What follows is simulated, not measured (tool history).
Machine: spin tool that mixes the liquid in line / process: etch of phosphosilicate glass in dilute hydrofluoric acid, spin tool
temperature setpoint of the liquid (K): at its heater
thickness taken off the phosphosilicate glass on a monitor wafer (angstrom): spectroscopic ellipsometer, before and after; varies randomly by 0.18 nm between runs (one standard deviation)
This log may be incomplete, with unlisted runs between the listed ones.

run,day,temperature setpoint of the liquid (K),parts of water to one part of 49 % hydrofluoric acid (parts by volume),time under the liquid (s),thickness taken off the phosphosilicate glass on a monitor wafer (angstrom)
1,0.000,294.15,160,50,301.17
2,0.200,294.15,160,55,328.79
3,0.504,295.15,160,55,340.95
4,0.842,295.15,160,50,309.39
5,1.158,296.15,160,50,326.64
6,1.379,297.15,160,50,334.86
7,1.729,297.65,160,50,344.15
8,1.858,298.15,160,50,349.18
# day 2.088: hydrofluoric acid flow meter replaced
9,2.088,298.65,160,50,333.39
10,2.433,299.15,155,50,353.15
11,2.471,299.15,155,50,353.69

The next listed run, before its measurement:
12,2.788,299.65,150,50,?

thickness taken off the phosphosilicate glass on a monitor wafer (angstrom): 371.50
